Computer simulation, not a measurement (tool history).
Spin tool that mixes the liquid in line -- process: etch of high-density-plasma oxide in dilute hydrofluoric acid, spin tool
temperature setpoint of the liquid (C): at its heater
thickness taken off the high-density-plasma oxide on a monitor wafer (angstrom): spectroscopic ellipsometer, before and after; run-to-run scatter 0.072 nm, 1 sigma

run,day,temperature setpoint of the liquid (C),parts of water to one part of 49 % hydrofluoric acid (parts by volume),time under the liquid (s),thickness taken off the high-density-plasma oxide on a monitor wafer (angstrom)
1,0.000,23.0,195,260,56.695
2,0.371,25.0,195,260,61.634
3,0.392,25.0,235,260,48.348
4,0.450,26.5,225,260,54.017
5,0.808,27.5,215,260,58.847
6,0.867,27.5,215,280,63.586

What will run 7 give?
7,1.071,28.5,210,280,?

{"run 7": {"thickness taken off the high-density-plasma oxide on a monitor wafer (angstrom)": 67.992}}
